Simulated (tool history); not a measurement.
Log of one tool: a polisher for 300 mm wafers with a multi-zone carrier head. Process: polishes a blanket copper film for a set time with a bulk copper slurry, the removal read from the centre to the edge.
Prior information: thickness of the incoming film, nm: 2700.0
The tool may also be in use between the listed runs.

run  hour  flow of slurry (ml/min)  pressure of the head's centre zone  pressure of the head's middle zone  pressure of the head's edge zone  abrasive content of the slurry  polishing time (s)  film removed at the wafer's centre (nm)  film removed at mid-radius (nm)  film removed at the wafer's edge (nm)
  1     0                      235                                   1                                   1                                 1                               1                  50                                   506.09                           496.69                                 506.76
  2   5.5                      235                                   1                                   1                              1.07                               1                  50                                   499.86                           517.81                                 516.09
  3  13.9                      235                                0.96                                   1                              1.07                               1                  50                                   488.38                           497.69                                 520.79
  4    20                      235                                0.96                                0.97                              1.07                               1                  50                                   483.49                           493.56                                 524.56
  5  24.5                      235                                0.96                                0.97                              1.07                               1                  38                                   363.71                            369.7                                 392.36
  6  31.2                      235                                0.96                                0.92                              1.07                               1                  38                                   367.89                           364.85                                 393.41

Estimate the outcome of run 7 from the log above:
     32.6  -- slurry nozzle cleaned
  7  32.6                      230                                0.94                                0.96                              1.05                            0.95                  38                                        ?                                ?                                      ?

{"run 7": {"film removed at the wafer's centre (nm)": 381.43, "film removed at mid-radius (nm)": 396.09, "film removed at the wafer's edge (nm)": 408.66}}
